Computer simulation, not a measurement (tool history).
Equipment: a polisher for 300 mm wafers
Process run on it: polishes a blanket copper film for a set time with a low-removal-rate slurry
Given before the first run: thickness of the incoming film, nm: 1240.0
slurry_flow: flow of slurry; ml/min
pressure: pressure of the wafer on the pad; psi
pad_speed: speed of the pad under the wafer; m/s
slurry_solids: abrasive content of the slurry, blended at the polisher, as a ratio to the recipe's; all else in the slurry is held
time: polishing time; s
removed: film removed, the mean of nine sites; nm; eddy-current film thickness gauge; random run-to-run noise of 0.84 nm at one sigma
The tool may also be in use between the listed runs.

{"run": 1, "hour": 0.0, "slurry_flow": 135, "pressure": 2.7, "pad_speed": 0.86, "slurry_solids": 1.0, "time": 41, "removed": 107.36}
{"run": 2, "hour": 6.4, "slurry_flow": 135, "pressure": 2.7, "pad_speed": 0.86, "slurry_solids": 1.2, "time": 41, "removed": 109.06}
{"run": 3, "hour": 12.4, "slurry_flow": 135, "pressure": 2.6, "pad_speed": 0.86, "slurry_solids": 1.2, "time": 41, "removed": 107.6}
{"run": 4, "hour": 16.2, "slurry_flow": 135, "pressure": 2.5, "pad_speed": 0.86, "slurry_solids": 1.2, "time": 41, "removed": 101.72}
{"run": 5, "hour": 23.0, "slurry_flow": 135, "pressure": 2.4, "pad_speed": 0.86, "slurry_solids": 1.2, "time": 41, "removed": 98.983}
{"run": 6, "hour": 29.0, "slurry_flow": 135, "pressure": 2.4, "pad_speed": 0.86, "slurry_solids": 1.3, "time": 41, "removed": 101.12}
{"run": 7, "hour": 29.6, "slurry_flow": 135, "pressure": 2.3, "pad_speed": 0.86, "slurry_solids": 1.3, "time": 41, "removed": 98.872}

Predict the results of run 8:
{"hour": 32.6, "done": "slurry nozzle cleaned"}
{"run": 8, "hour": 32.6, "slurry_flow": 135, "pressure": 2.2, "pad_speed": 0.86, "slurry_solids": 1.3, "time": 41, "removed": "?"}

removed: 97.230 nm

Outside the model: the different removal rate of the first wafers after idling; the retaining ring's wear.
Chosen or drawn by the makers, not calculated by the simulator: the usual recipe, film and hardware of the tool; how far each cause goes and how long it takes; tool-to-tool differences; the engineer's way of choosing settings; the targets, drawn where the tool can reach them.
